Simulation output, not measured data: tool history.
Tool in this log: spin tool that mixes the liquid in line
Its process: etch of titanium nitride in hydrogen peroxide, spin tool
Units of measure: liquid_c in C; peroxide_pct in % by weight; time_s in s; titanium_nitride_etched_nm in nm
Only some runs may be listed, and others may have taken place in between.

run 1 hour=0 | liquid_c=43 peroxide_pct=22.5 time_s=295 | titanium_nitride_etched_nm=7.1534
run 2 hour=0.7 | liquid_c=43 peroxide_pct=24.5 time_s=295 | titanium_nitride_etched_nm=7.4255
run 3 hour=1.4 | liquid_c=43 peroxide_pct=24.5 time_s=295 | titanium_nitride_etched_nm=7.4278
run 4 hour=2.1 | liquid_c=43 peroxide_pct=21 time_s=295 | titanium_nitride_etched_nm=7.1492
run 5 hour=9 | liquid_c=47.5 peroxide_pct=21 time_s=295 | titanium_nitride_etched_nm=9.9923
run 6 hour=14.1 | liquid_c=45 peroxide_pct=21 time_s=295 | titanium_nitride_etched_nm=8.4108
run 7 hour=18.8 | liquid_c=37 peroxide_pct=20.5 time_s=295 | titanium_nitride_etched_nm=4.4929
run 8 hour=24 | liquid_c=36.5 peroxide_pct=20.5 time_s=295 | titanium_nitride_etched_nm=4.2833
run 9 hour=32.9 | liquid_c=36.5 peroxide_pct=20.5 time_s=295 | titanium_nitride_etched_nm=4.3275

Run 10 has not been measured yet. What should we expect?
run 10 hour=34.7 | liquid_c=36 peroxide_pct=20.5 time_s=295 | titanium_nitride_etched_nm=?

titanium_nitride_etched_nm: 4.1611 nm

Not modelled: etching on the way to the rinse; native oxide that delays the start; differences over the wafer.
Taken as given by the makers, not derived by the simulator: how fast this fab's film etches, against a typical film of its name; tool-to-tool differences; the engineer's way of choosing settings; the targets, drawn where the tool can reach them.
